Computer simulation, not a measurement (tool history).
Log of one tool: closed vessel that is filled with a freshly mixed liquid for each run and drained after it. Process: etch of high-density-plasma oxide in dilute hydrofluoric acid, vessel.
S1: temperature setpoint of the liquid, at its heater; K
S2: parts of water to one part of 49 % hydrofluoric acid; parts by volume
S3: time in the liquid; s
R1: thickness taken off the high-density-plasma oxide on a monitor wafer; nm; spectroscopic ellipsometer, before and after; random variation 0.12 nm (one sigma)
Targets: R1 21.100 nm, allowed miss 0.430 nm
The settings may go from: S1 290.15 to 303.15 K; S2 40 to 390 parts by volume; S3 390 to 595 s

Run 1, hour 0.0: S1 295.15 K, S2 215 parts by volume, S3 595 s. Result: R1 15.954 nm.
Run 2, hour 7.7: S1 297.15 K, S2 215 parts by volume, S3 595 s. Result: R1 16.902 nm.
Run 3, hour 8.8: S1 297.15 K, S2 215 parts by volume, S3 390 s. Result: R1 11.196 nm.
Run 4, hour 13.3: S1 295.15 K, S2 190 parts by volume, S3 390 s. Result: R1 12.092 nm.
Run 5, hour 20.3: S1 297.15 K, S2 150 parts by volume, S3 395 s. Result: R1 17.490 nm.
Run 6, hour 28.8: S1 297.15 K, S2 150 parts by volume, S3 595 s. Result: R1 26.174 nm.
Run 7, hour 33.6: S1 296.15 K, S2 150 parts by volume, S3 595 s. Result: R1 25.427 nm.
At hour 38.3: thermometer replaced.
Run 8, hour 38.3: S1 294.65 K, S2 155 parts by volume, S3 595 s. Result: R1 21.801 nm.
Run 9, hour 40.9: S1 294.15 K, S2 155 parts by volume, S3 595 s. Result: R1 21.509 nm.

Which of these 5 next moves meets every target?
Run A, hour 43.5: S1 295.15 K, S2 150 parts by volume, S3 560 s. Result: R1 ?.
Run B, hour 43.5: S1 292.65 K, S2 130 parts by volume, S3 525 s. Result: R1 ?.
Run C, hour 43.5: S1 296.65 K, S2 165 parts by volume, S3 565 s. Result: R1 ?.
Run D, hour 43.5: S1 293.15 K, S2 120 parts by volume, S3 475 s. Result: R1 ?.
Run E, hour 43.5: S1 293.15 K, S2 145 parts by volume, S3 595 s. Result: R1 ?.

move      R1
   A  22.027
   B  22.042
   C  21.055
   D  22.284
   E  22.494
A: further off than the last run
B: further off than the last run
C: meets every target
D: further off than the last run
E: further off than the last run
Answer: C
